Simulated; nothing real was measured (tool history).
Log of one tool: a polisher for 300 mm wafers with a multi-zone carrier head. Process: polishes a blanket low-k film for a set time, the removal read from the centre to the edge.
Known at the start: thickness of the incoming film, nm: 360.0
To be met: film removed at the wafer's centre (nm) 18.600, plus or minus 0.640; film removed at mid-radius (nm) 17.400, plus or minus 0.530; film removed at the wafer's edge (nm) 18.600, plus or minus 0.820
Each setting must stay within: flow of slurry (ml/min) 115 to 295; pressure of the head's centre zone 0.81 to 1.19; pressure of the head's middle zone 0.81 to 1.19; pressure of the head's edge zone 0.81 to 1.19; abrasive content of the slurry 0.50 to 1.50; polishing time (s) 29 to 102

run	hour	flow of slurry (ml/min)	pressure of the head's centre zone	pressure of the head's middle zone	pressure of the head's edge zone	abrasive content of the slurry	polishing time (s)	film removed at the wafer's centre (nm)	film removed at mid-radius (nm)	film removed at the wafer's edge (nm)
1	0.0	190	1.00	1.00	1.00	1.00	65	15.079	14.823	15.044
2	1.3	220	1.00	1.00	1.00	1.00	65	15.238	15.118	15.013
3	10.1	220	1.00	1.00	1.00	1.15	65	16.986	16.620	16.244
4	17.7	220	1.01	1.00	1.04	1.15	65	16.839	16.842	17.006
5	19.4	225	1.03	0.99	1.06	1.15	65	17.326	16.499	17.319
6	21.8	225	1.03	0.99	1.06	1.00	65	15.877	15.356	15.603
7	23.3	220	1.05	1.00	1.08	1.05	65	16.269	15.796	16.269
8	28.7	225	1.06	1.00	1.10	1.10	65	17.521	16.352	16.884
9	36.3	225	1.06	1.00	1.10	1.10	65	17.148	16.373	17.195

Of the 5 settings listed for the next run, only one would bring every result within its allowed miss of target. Which one?
A	43.9	205	1.07	0.98	1.08	1.05	74	?	?	?
B	43.9	295	1.15	1.12	0.92	0.90	77	?	?	?
C	43.9	275	1.15	1.10	0.94	1.05	72	?	?	?
D	43.9	190	1.00	1.02	1.16	1.25	60	?	?	?
E	43.9	215	1.06	1.05	1.07	1.05	59	?	?	?

move	film removed at the wafer's centre (nm)	film removed at mid-radius (nm)	film removed at the wafer's edge (nm)
A	18.798	17.421	18.107
B	19.476	18.956	16.150
C	20.148	19.339	16.925
D	15.823	15.931	16.671
E	15.009	14.791	14.433
A: hits every target within its allowed miss
B: moves the result that the last run missed by most past its target, out the other side
C: moves the result that the last run missed by most past its target, out the other side
D: its largest miss is bigger than the last run's
E: its largest miss is bigger than the last run's
A is the move that brings every result within its allowed miss.

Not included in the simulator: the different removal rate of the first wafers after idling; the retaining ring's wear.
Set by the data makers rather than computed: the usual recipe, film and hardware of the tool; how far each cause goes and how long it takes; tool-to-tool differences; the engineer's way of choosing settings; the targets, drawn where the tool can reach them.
